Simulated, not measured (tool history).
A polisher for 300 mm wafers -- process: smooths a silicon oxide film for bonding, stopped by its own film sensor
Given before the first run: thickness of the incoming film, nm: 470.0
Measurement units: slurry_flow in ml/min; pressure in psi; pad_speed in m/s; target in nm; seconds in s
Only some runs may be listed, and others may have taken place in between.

run 1 day=0 | slurry_flow=270 pressure=2.3 pad_speed=0.92 slurry_solids=1 target=434 | seconds=46.966
run 2 day=0.158 | slurry_flow=270 pressure=2.3 pad_speed=0.92 slurry_solids=1 target=438 | seconds=41.226
run 3 day=0.342 | slurry_flow=270 pressure=2.1 pad_speed=0.92 slurry_solids=1 target=438 | seconds=45.343
run 4 day=0.371 | slurry_flow=270 pressure=1.9 pad_speed=0.9 slurry_solids=1 target=438 | seconds=48.961
run 5 day=0.517 | slurry_flow=270 pressure=1.9 pad_speed=0.9 slurry_solids=1 target=434 | seconds=56.661
run 6 day=0.762 | slurry_flow=270 pressure=1.8 pad_speed=0.9 slurry_solids=1 target=434 | seconds=55.465
run 7 day=0.933 | slurry_flow=270 pressure=1.6 pad_speed=0.88 slurry_solids=1 target=434 | seconds=63.278

Expected results for the next run?
run 8 day=1.062 | slurry_flow=270 pressure=1.5 pad_speed=0.88 slurry_solids=1 target=434 | seconds=?

Run 8 produced seconds 66.429 s.

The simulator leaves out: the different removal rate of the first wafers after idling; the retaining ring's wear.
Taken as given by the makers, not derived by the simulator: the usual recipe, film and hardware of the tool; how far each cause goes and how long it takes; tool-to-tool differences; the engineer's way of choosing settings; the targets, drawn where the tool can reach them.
